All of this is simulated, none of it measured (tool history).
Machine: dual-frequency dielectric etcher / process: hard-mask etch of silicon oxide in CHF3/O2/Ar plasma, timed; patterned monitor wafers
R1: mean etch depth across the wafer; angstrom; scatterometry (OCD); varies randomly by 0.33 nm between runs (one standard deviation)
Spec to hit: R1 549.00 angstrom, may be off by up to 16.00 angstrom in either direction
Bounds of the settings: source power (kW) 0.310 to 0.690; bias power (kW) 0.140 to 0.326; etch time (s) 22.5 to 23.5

run 1 hour=0.0 | source_power_(kW)=0.500 bias_power_(kW)=0.233 etch_time_(s)=22.5 | R1=477.11
run 2 hour=6.3 | source_power_(kW)=0.530 bias_power_(kW)=0.241 etch_time_(s)=22.5 | R1=498.30
run 3 hour=12.5 | source_power_(kW)=0.530 bias_power_(kW)=0.216 etch_time_(s)=22.5 | R1=472.69
run 4 hour=17.0 | source_power_(kW)=0.530 bias_power_(kW)=0.200 etch_time_(s)=22.5 | R1=464.27
run 5 hour=25.6 | source_power_(kW)=0.560 bias_power_(kW)=0.211 etch_time_(s)=22.5 | R1=479.46
run 6 hour=28.3 | source_power_(kW)=0.610 bias_power_(kW)=0.211 etch_time_(s)=22.5 | R1=498.53
run 7 hour=29.2 | source_power_(kW)=0.620 bias_power_(kW)=0.218 etch_time_(s)=22.5 | R1=509.72
run 8 hour=32.3 | source_power_(kW)=0.630 bias_power_(kW)=0.223 etch_time_(s)=22.5 | R1=519.96
run 9 hour=37.3 | source_power_(kW)=0.640 bias_power_(kW)=0.226 etch_time_(s)=22.5 | R1=526.90
run 10 hour=46.2 | source_power_(kW)=0.650 bias_power_(kW)=0.228 etch_time_(s)=22.5 | R1=534.25
run 11 hour=49.4 | source_power_(kW)=0.650 bias_power_(kW)=0.228 etch_time_(s)=22.5 | R1=534.54

Exactly one of the 5 candidate moves below puts every result within its allowed miss. Which one?
run A hour=52.6 | source_power_(kW)=0.680 bias_power_(kW)=0.207 etch_time_(s)=22.5 | R1=?
run B hour=52.6 | source_power_(kW)=0.510 bias_power_(kW)=0.281 etch_time_(s)=22.5 | R1=?
run C hour=52.6 | source_power_(kW)=0.580 bias_power_(kW)=0.252 etch_time_(s)=23.0 | R1=?
run D hour=52.6 | source_power_(kW)=0.600 bias_power_(kW)=0.230 etch_time_(s)=22.5 | R1=?
run E hour=52.6 | source_power_(kW)=0.500 bias_power_(kW)=0.252 etch_time_(s)=23.5 | R1=?

move=A R1=522.20
move=B R1=529.12
move=C R1=544.67
move=D R1=518.77
move=E R1=521.19
A: the biggest miss grows against the last run
B: the biggest miss grows against the last run
C: meets every target
D: the biggest miss grows against the last run
E: the biggest miss grows against the last run
Answer: C
